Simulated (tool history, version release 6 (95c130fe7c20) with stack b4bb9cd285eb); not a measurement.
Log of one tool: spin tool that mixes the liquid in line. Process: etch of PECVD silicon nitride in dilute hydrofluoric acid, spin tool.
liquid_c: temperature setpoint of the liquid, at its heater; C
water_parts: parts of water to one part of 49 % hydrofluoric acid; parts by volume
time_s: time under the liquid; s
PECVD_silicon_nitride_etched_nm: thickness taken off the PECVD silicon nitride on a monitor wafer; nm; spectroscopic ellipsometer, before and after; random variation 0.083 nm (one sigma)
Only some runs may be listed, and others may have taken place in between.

run	hour	liquid_c	water_parts	time_s	PECVD_silicon_nitride_etched_nm
1	0	21	205	275	4.2676
2	5.9	21	205	300	4.6538
3	12.9	21	205	275	4.2581
4	16.8	18	205	275	3.5066
5	21.7	20.5	205	275	4.1432
6	30.6	20.5	245	275	3.4438
7	34.2	23.5	205	275	4.9824

Expected results for the next run?
8	37	25.5	180	275	?

PECVD_silicon_nitride_etched_nm: 6.4294 nm

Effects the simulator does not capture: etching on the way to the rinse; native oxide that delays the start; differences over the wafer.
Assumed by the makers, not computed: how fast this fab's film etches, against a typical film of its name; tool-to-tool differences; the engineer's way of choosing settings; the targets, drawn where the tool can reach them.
